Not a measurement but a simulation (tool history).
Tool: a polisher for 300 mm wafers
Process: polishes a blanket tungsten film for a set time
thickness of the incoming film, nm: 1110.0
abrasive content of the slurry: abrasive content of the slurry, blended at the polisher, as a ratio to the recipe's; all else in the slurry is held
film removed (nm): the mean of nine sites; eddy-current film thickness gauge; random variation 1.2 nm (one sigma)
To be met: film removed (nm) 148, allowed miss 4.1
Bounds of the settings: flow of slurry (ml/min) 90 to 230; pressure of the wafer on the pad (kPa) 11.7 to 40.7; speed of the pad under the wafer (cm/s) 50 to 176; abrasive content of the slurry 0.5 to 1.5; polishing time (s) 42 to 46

| run | day | flow of slurry (ml/min) | pressure of the wafer on the pad (kPa) | speed of the pad under the wafer (cm/s) | abrasive content of the slurry | polishing time (s) | film removed (nm) |
|---|---|---|---|---|---|---|---|
| 1 | 0 | 150 | 26.2 | 112 | 1 | 46 | 210.5 |
| 2 | 0.325 | 150 | 26.2 | 112 | 1 | 42 | 195.85 |
| 3 | 0.375 | 150 | 30.3 | 112 | 1 | 42 | 216.53 |
| 4 | 0.633 | 150 | 30.3 | 100 | 1 | 42 | 201.69 |
| 5 | 0.667 | 140 | 26.9 | 100 | 1 | 42 | 180.53 |
|  | 0.979 | slurry blender recalibrated |
| 6 | 0.979 | 140 | 26.9 | 90 | 1 | 42 | 185.83 |
| 7 | 1.329 | 140 | 26.9 | 90 | 1 | 42 | 184.45 |
| 8 | 1.683 | 140 | 24.1 | 88 | 1 | 42 | 166.96 |
| 9 | 1.717 | 140 | 22.8 | 88 | 1 | 42 | 159.8 |
| 10 | 2.042 | 140 | 22.1 | 88 | 1 | 42 | 155.06 |
| 11 | 2.342 | 140 | 22.1 | 88 | 1 | 42 | 156.05 |

Which of these 4 next moves meets every target?
| A | 2.642 | 140 | 22.8 | 94 | 1.05 | 42 | ? |
| B | 2.642 | 135 | 24.8 | 92 | 0.85 | 43 | ? |
| C | 2.642 | 140 | 20 | 86 | 0.95 | 42 | ? |
| D | 2.642 | 145 | 18.6 | 102 | 0.9 | 42 | ? |

| move | film removed (nm) |
|---|---|
| A | 169.01 |
| B | 172.2 |
| C | 140.71 |
| D | 150.1 |
A: further off than the last run
B: further off than the last run
C: takes the result that was furthest off past its target
D: meets every target
The right move is D.
